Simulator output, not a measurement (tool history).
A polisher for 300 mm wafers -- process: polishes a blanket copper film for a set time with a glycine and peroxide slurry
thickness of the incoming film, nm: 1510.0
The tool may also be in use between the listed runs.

run	hour	flow of slurry (ml/min)	pressure of the wafer on the pad (psi)	speed of the pad under the wafer (cm/s)	polishing time (s)	film removed (angstrom)
1	0	190	3	108	49	2742.9
2	0.6	190	2.8	108	49	2642.6
3	5.6	190	2.6	108	49	2504.9
4	9.8	190	2.6	118	49	2644.2
5	11.6	190	2.4	118	49	2414.2
6	14.1	190	2.3	118	49	2390.3
7	15.2	190	2.3	118	49	2407.5

What will run 8 give?
8	21.2	190	2.2	118	49	?

{"run 8": {"film removed (angstrom)": 2302.1}}

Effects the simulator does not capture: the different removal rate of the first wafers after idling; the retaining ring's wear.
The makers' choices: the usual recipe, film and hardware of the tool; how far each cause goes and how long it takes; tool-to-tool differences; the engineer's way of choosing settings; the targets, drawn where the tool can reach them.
